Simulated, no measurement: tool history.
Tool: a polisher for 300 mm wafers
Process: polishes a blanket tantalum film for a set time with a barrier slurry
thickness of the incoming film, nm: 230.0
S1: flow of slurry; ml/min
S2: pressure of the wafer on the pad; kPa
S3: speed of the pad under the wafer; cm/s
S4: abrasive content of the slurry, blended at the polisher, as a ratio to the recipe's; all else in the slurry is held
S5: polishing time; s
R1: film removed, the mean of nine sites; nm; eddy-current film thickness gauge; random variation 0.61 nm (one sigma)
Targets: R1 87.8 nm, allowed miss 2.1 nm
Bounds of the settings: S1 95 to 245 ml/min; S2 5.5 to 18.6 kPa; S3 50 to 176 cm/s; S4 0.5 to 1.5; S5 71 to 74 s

run	hour	S1	S2	S3	S4	S5	R1
1	0	155	11.7	112	1	71	112.32
2	3.6	150	11.7	112	1	71	113.42
3	8.2	150	11.7	112	1.15	71	117.68
4	16.6	175	11.7	112	1.15	71	119.48
5	21.2	200	11.7	112	1.15	71	121.09
6	23.9	200	11	112	1.15	71	115.12
7	29.8	195	10.3	112	1.15	71	107
8	32	185	9	112	1.15	71	93.078
9	33.6	155	9	112	1.15	71	91.287
10	35.5	150	9	112	1.15	71	91.323
11	41.5	145	9	112	1.15	71	91.422
12	50	140	9	112	1.15	71	90.739
13	50.7	135	9	112	1.15	71	91.517
14	54.5	135	8.3	112	1.15	71	83.991
15	59.1	135	8.3	112	1.15	71	82.856
16	66.1	140	8.3	112	1.15	71	82.696
17	67.9	145	8.3	112	1.15	71	84.56
18	72.9	165	8.3	112	1.15	71	84.611
19	75.5	165	9	112	1.15	71	92.232
20	81.3	155	9	112	1.15	71	92.5
21	87.1	150	8.3	112	1.15	71	84.518
22	92.3	155	8.3	112	1.15	71	84.798
23	95.7	175	8.3	112	1.15	71	85.244
24	97	180	9	112	1.15	71	91.856

Which of these 4 next moves meets every target?
A	98.3	165	9	116	1.2	73	?
B	98.3	205	10.3	82	1.15	74	?
C	98.3	210	6.2	146	1	74	?
D	98.3	205	9.7	104	1.3	72	?

move	R1
A	98.908
B	88.214
C	82.152
D	100.31
A: further off than the last run
B: meets every target
C: takes the result that was furthest off past its target
D: further off than the last run
Move B is the one to make.
